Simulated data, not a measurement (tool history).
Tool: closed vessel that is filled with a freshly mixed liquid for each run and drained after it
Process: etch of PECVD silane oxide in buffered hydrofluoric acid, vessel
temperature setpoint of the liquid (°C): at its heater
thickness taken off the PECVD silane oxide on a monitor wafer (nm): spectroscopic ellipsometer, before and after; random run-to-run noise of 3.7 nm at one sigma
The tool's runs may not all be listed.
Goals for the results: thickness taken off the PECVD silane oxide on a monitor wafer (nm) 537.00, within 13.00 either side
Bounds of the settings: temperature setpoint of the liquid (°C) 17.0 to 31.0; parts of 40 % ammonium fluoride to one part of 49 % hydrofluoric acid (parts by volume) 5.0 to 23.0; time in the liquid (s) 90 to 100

run    day  temperature setpoint of the liquid (°C)  parts of 40 % ammonium fluoride to one part of 49 % hydrofluoric acid (parts by volume)  time in the liquid (s)  thickness taken off the PECVD silane oxide on a monitor wafer (nm)
  1  0.000                                     23.0                                                                                     14.0                      90                                                              224.22
  2  0.050                                     23.0                                                                                     14.0                      90                                                              224.78
  3  0.162                                     24.0                                                                                     13.0                      90                                                              257.52
  4  0.542                                     24.0                                                                                     13.0                      90                                                              256.42
     0.888  -- hydrofluoric acid flow meter replaced
  5  0.888                                     25.0                                                                                     12.5                      90                                                              298.50
  6  1.088                                     26.0                                                                                     12.5                      90                                                              316.48
  7  1.292                                     30.0                                                                                      8.0                      90                                                              589.20
  8  1.604                                     29.0                                                                                      8.0                      90                                                              556.34

Which one of the following 4 next-run settings gets every result inside its allowed miss? There is exactly one.
  A  1.917                                     28.5                                                                                      8.5                      90                                                                   ?
  B  1.917                                     26.0                                                                                      7.5                      90                                                                   ?
  C  1.917                                     25.0                                                                                      7.5                      95                                                                   ?
  D  1.917                                     27.0                                                                                      7.5                      90                                                                   ?

move  thickness taken off the PECVD silane oxide on a monitor wafer (nm)
   A                                                              510.02
   B                                                              511.09
   C                                                              511.16
   D                                                              539.21
A: takes the biggest miss from the last run beyond its target
B: takes the biggest miss from the last run beyond its target
C: takes the biggest miss from the last run beyond its target
D: every result within its allowed miss
D meets every target.
